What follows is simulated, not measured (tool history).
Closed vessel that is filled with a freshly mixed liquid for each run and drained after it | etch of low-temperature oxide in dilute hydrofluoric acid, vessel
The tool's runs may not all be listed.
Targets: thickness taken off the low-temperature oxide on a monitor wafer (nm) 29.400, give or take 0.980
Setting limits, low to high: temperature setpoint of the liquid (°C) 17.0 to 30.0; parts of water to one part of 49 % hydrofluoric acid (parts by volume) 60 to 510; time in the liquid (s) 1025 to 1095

run,hour,temperature setpoint of the liquid (°C),parts of water to one part of 49 % hydrofluoric acid (parts by volume),time in the liquid (s),thickness taken off the low-temperature oxide on a monitor wafer (nm)
1,0.0,22.0,285,1025,47.858
2,9.4,20.0,285,1025,45.817
3,16.1,20.0,285,1095,47.851
4,19.4,20.0,200,1095,75.111
5,28.5,19.5,245,1095,57.314
6,31.6,22.0,245,1095,60.989
7,38.4,18.0,355,1090,33.091
8,39.5,18.0,355,1090,33.159
9,43.4,18.0,355,1090,33.763
10,52.3,18.0,360,1090,33.109

4 next moves are on the table. One of them brings every result within its allowed miss. Which?
A,61.2,18.5,400,1025,?
B,61.2,18.0,355,1025,?
C,61.2,17.0,345,1030,?
D,61.2,17.5,380,1060,?

move,thickness taken off the low-temperature oxide on a monitor wafer (nm)
A,27.130
B,31.139
C,31.290
D,28.953
A: takes the biggest miss from the last run beyond its target
B: an improvement on the last run, though not all results are within tolerance
C: an improvement on the last run, though not all results are within tolerance
D: every result within its allowed miss
Correct choice: D, which meets every target
